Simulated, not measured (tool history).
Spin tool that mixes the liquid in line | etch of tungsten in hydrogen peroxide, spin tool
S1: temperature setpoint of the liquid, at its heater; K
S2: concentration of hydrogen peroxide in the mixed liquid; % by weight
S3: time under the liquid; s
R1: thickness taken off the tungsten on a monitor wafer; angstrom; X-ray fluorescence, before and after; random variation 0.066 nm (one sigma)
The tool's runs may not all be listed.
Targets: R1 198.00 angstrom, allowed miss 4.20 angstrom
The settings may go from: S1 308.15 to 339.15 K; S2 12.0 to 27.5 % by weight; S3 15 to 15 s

run  hour      S1    S2  S3      R1
  1   0.0  324.15  18.5  15  227.36
  2   6.0  328.15  18.5  15  289.04
  3  12.9  328.15  15.0  15  260.38
  4  18.1  327.65  15.0  15  252.95
  5  19.3  327.15  15.0  15  244.82
  6  21.1  327.15  13.0  15  229.01
  7  25.4  326.65  13.0  15  222.70
  8  31.5  325.65  13.0  15  208.52
  9  34.2  325.15  13.0  15  203.35

Which of these 4 next moves meets every target?
  A  36.9  325.65  12.5  15   ?
  B  36.9  323.65  15.0  15   ?
  C  36.9  326.15  12.0  15   ?
  D  36.9  325.65  13.5  15   ?

move      R1
   A  205.73
   B  199.66
   C  207.73
   D  213.81
A: further off than the last run
B: meets every target
C: further off than the last run
D: further off than the last run
Answer: B
